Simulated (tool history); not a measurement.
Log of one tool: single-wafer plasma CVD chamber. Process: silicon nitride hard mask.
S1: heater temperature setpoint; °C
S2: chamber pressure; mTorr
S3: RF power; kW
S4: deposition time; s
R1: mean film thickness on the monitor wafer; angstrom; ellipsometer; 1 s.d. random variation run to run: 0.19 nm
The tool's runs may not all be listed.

{"run": 1, "day": 0.0, "S1": 420, "S2": 1740, "S3": 0.26, "S4": 33.8, "R1": 365.44}
{"run": 2, "day": 0.262, "S1": 415, "S2": 1740, "S3": 0.26, "S4": 33.8, "R1": 367.3}
{"run": 3, "day": 0.408, "S1": 415, "S2": 1670, "S3": 0.255, "S4": 33.7, "R1": 357.15}
{"run": 4, "day": 0.675, "S1": 406, "S2": 1670, "S3": 0.255, "S4": 33.7, "R1": 356.99}
{"run": 5, "day": 0.817, "S1": 406, "S2": 1670, "S3": 0.24, "S4": 33.7, "R1": 342.59}
{"run": 6, "day": 1.175, "S1": 396, "S2": 1670, "S3": 0.24, "S4": 33.7, "R1": 343.33}

Forecast run 7:
{"run": 7, "day": 1.521, "S1": 396, "S2": 1620, "S3": 0.24, "S4": 33.7, "R1": "?"}

{"run 7": {"R1": 342.28}}
